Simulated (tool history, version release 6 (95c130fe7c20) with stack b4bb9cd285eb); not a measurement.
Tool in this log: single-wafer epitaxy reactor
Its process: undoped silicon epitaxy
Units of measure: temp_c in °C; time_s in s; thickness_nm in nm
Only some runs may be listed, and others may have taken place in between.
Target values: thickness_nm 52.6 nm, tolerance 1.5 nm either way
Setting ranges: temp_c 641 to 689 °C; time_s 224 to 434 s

run  hour  temp_c  time_s  thickness_nm
  1     0     665     329        70.703
  2   4.9     663     329        67.991
  3   8.2     655     329        58.195
  4    13     665     329        70.632
  5  16.6     663     329        67.686
  6  21.1     667     329        72.947
  7  26.2     665     328        70.467
  8  29.1     663     328        67.546

Next run, 5 choices. One meets every target within its allowed miss, the rest don't. Which?
  A    32     652     314             ?
  B    32     677     301             ?
  C    32     662     284             ?
  D    32     671     356             ?
  E    32     655     322             ?

move  thickness_nm
   A        52.655
   B        80.845
   C        57.654
   D         85.57
   E        57.205
A: every result within its allowed miss
B: its largest miss is bigger than the last run's
C: gains on the last run, yet a result remains outside its allowed miss
D: its largest miss is bigger than the last run's
E: gains on the last run, yet a result remains outside its allowed miss
A meets every target.

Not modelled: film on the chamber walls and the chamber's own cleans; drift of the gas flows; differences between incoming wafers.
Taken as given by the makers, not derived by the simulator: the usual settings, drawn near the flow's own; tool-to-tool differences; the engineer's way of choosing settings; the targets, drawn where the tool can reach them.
